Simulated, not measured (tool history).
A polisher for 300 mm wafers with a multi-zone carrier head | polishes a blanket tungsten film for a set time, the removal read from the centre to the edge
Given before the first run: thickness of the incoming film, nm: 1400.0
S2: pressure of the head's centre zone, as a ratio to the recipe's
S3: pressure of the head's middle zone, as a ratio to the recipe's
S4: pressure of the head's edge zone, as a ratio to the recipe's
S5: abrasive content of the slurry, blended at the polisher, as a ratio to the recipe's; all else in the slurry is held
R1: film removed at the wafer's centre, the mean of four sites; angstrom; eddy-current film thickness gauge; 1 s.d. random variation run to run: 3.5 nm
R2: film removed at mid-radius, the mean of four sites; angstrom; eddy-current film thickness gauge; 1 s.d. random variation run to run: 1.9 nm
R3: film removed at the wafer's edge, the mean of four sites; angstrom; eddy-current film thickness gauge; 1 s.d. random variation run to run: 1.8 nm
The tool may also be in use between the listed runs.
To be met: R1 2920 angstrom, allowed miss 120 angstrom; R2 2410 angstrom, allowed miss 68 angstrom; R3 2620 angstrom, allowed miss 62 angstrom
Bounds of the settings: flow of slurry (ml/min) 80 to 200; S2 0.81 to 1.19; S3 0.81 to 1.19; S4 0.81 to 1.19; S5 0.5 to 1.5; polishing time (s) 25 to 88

{"run": 1, "hour": 0.0, "flow of slurry (ml/min)": 130, "S2": 1, "S3": 1, "S4": 1, "S5": 1, "polishing time (s)": 56, "R1": 3625.4, "R2": 3541.4, "R3": 3606.2}
{"run": 2, "hour": 2.8, "flow of slurry (ml/min)": 130, "S2": 1, "S3": 1, "S4": 1.04, "S5": 1, "polishing time (s)": 56, "R1": 3622.7, "R2": 3512.9, "R3": 3686.6}
{"run": 3, "hour": 6.7, "flow of slurry (ml/min)": 120, "S2": 1.01, "S3": 0.96, "S4": 0.99, "S5": 0.85, "polishing time (s)": 55, "R1": 3315, "R2": 3106.7, "R3": 3273.8}
{"run": 4, "hour": 9.9, "flow of slurry (ml/min)": 110, "S2": 1.02, "S3": 0.92, "S4": 0.95, "S5": 0.8, "polishing time (s)": 55, "R1": 3275.1, "R2": 2859.3, "R3": 3071.1}
{"run": 5, "hour": 17.1, "flow of slurry (ml/min)": 105, "S2": 1.01, "S3": 0.9, "S4": 0.92, "S5": 0.75, "polishing time (s)": 55, "R1": 3093.4, "R2": 2729.2, "R3": 2958.3}
{"run": 6, "hour": 22.9, "flow of slurry (ml/min)": 105, "S2": 1.01, "S3": 0.9, "S4": 0.92, "S5": 0.65, "polishing time (s)": 55, "R1": 2795.6, "R2": 2541, "R3": 2761.3}
{"run": 7, "hour": 26.3, "flow of slurry (ml/min)": 100, "S2": 1.02, "S3": 0.89, "S4": 0.9, "S5": 0.65, "polishing time (s)": 55, "R1": 2799.7, "R2": 2463.9, "R3": 2729.2}
{"run": 8, "hour": 28.8, "flow of slurry (ml/min)": 100, "S2": 1.04, "S3": 0.89, "S4": 0.88, "S5": 0.65, "polishing time (s)": 55, "R1": 2847.2, "R2": 2505, "R3": 2714.2}

Which of these 5 next moves meets every target?
{"run": "A", "hour": 31.3, "flow of slurry (ml/min)": 110, "S2": 1.05, "S3": 0.86, "S4": 0.81, "S5": 0.8, "polishing time (s)": 49, "R1": "?", "R2": "?", "R3": "?"}
{"run": "B", "hour": 31.3, "flow of slurry (ml/min)": 85, "S2": 1.09, "S3": 0.85, "S4": 0.94, "S5": 0.7, "polishing time (s)": 56, "R1": "?", "R2": "?", "R3": "?"}
{"run": "C", "hour": 31.3, "flow of slurry (ml/min)": 95, "S2": 1.01, "S3": 0.89, "S4": 0.89, "S5": 0.65, "polishing time (s)": 56, "R1": "?", "R2": "?", "R3": "?"}
{"run": "D", "hour": 31.3, "flow of slurry (ml/min)": 95, "S2": 1.03, "S3": 0.81, "S4": 0.93, "S5": 0.55, "polishing time (s)": 61, "R1": "?", "R2": "?", "R3": "?"}
{"run": "E", "hour": 31.3, "flow of slurry (ml/min)": 120, "S2": 1.03, "S3": 0.81, "S4": 0.81, "S5": 0.55, "polishing time (s)": 60, "R1": "?", "R2": "?", "R3": "?"}

move=A R1=2959.2 R2=2405.1 R3=2623.8
move=B R1=3004.8 R2=2361.1 R3=2817.3
move=C R1=2827.3 R2=2475.4 R3=2748.3
move=D R1=2894.7 R2=2300.9 R3=2805.6
move=E R1=3087.7 R2=2428.9 R3=2763.8
A: every result within its allowed miss
B: misses by more than the last run did
C: misses by more than the last run did
D: misses by more than the last run did
E: misses by more than the last run did
A is the move that brings every result within its allowed miss.

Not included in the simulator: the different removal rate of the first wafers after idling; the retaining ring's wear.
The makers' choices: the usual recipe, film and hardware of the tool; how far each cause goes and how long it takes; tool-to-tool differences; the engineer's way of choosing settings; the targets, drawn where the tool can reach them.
